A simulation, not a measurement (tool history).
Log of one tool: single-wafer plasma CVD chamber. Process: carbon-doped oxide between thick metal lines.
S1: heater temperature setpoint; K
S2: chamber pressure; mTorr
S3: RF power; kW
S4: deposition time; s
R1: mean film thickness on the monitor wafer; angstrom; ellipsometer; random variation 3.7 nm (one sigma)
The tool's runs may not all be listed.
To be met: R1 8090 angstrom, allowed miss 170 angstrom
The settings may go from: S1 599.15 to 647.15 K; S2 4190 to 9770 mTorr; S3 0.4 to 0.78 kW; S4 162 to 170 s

run 1 hour=0 | S1=623.15 S2=6980 S3=0.59 S4=170 | R1=9847.5
run 2 hour=9 | S1=625.15 S2=6830 S3=0.55 S4=169 | R1=9155.3
run 3 hour=10.6 | S1=628.15 S2=6550 S3=0.535 S4=169 | R1=8857.5
run 4 hour=14.2 | S1=628.15 S2=5970 S3=0.535 S4=169 | R1=8703.7
run 5 hour=22.9 | S1=628.15 S2=5970 S3=0.455 S4=169 | R1=7636.1
run 6 hour=28.3 | S1=628.15 S2=5070 S3=0.455 S4=169 | R1=7307.6
run 7 hour=36.4 | S1=628.15 S2=5500 S3=0.46 S4=169 | R1=7537.8
run 8 hour=43.5 | S1=620.15 S2=6770 S3=0.475 S4=169 | R1=8293.4
run 9 hour=46.5 | S1=620.15 S2=6770 S3=0.475 S4=169 | R1=8312.8

Which of these 5 next moves meets every target?
run A hour=49.5 | S1=623.15 S2=7160 S3=0.485 S4=170 | R1=?
run B hour=49.5 | S1=616.15 S2=7700 S3=0.445 S4=170 | R1=?
run C hour=49.5 | S1=619.15 S2=7090 S3=0.5 S4=166 | R1=?
run D hour=49.5 | S1=624.15 S2=6600 S3=0.485 S4=170 | R1=?
run E hour=49.5 | S1=620.15 S2=6370 S3=0.5 S4=170 | R1=?

move=A R1=8467.4
move=B R1=8038.8
move=C R1=8570.3
move=D R1=8371.9
move=E R1=8633.3
A: further off than the last run
B: meets every target
C: further off than the last run
D: further off than the last run
E: further off than the last run
Answer: B

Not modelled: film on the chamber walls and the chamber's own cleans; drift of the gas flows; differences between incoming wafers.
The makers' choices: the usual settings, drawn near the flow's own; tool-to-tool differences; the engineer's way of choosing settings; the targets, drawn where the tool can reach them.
